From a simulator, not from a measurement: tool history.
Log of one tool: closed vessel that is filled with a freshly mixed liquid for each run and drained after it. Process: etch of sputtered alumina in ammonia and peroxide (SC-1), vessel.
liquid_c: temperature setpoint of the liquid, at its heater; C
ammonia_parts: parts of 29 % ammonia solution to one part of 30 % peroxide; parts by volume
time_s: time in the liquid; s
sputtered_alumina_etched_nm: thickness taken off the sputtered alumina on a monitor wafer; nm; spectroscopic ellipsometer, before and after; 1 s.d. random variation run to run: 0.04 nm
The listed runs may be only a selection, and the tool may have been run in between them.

run	day	liquid_c	ammonia_parts	time_s	sputtered_alumina_etched_nm
1	0	62	0.4	90	8.1901
2	0.029	56	0.4	90	5.9875
3	0.3	58.5	0.4	90	6.8451
4	0.388	58.5	0.45	90	6.9658
5	0.55	58.5	0.6	90	7.1916
6	0.779	60	0.6	90	7.7719
7	0.962	61	0.6	90	8.2099

For run 8, what comes out?
8	1.204	61.5	0.6	90	?

{"run 8": {"sputtered_alumina_etched_nm": 8.4217}}
